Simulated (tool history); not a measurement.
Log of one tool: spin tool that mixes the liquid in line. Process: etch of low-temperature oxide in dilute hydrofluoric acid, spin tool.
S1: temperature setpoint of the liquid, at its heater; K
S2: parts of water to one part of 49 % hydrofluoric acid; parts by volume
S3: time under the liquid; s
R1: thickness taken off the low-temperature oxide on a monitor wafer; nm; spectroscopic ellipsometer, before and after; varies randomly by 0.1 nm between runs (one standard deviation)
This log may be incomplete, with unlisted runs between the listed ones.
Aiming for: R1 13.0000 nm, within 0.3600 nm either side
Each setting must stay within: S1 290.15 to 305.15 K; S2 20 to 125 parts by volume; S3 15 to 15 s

run  hour      S1  S2  S3       R1
  1   0.0  297.15  70  15   6.3635
  2   5.8  298.65  65  15   7.5318
  3   8.8  299.65  65  15   7.7322
  4  10.2  299.65  45  15  11.4580
  5  11.2  300.15  45  15  11.8020
  6  14.6  300.15  55  15   9.4066
  7  22.4  300.65  55  15   9.5849
  8  30.7  304.65  45  15  14.0430
  9  37.4  304.15  45  15  13.8490

Pick the move, out of 4, that brings all results within their allowed miss; only one does.
  A  44.1  302.65  45  15   ?
  B  44.1  304.15  50  15   ?
  C  44.1  300.65  45  15   ?
  D  44.1  303.65  50  15   ?

move       R1
   A  13.1200
   B  12.4270
   C  12.1140
   D  12.1870
A: each result inside its tolerance
B: moves the result that the last run missed by most past its target, out the other side
C: moves the result that the last run missed by most past its target, out the other side
D: moves the result that the last run missed by most past its target, out the other side
Answer: A

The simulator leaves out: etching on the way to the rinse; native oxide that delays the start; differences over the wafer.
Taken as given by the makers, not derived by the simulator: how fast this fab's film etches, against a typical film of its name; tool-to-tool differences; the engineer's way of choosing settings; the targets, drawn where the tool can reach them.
